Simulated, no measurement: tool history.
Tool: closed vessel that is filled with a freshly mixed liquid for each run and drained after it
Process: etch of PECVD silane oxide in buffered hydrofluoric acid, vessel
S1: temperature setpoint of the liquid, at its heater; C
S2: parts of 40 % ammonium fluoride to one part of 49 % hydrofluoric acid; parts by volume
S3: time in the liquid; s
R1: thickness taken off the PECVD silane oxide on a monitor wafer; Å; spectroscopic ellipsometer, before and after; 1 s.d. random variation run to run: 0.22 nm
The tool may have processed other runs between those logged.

run	hour	S1	S2	S3	R1
1	0	20	22	35	435.13
2	2.8	20	22	35	432.7
3	4.5	19	24	35	386.12
4	6.6	19	18	35	483.3
5	7.2	18.5	21	35	417.05
6	11.7	18	23.5	35	368.44
7	16.5	17.5	25	35	344.23

Predict the results of run 8:
8	18.3	17.5	26.5	35	?

R1: 331.47 Å
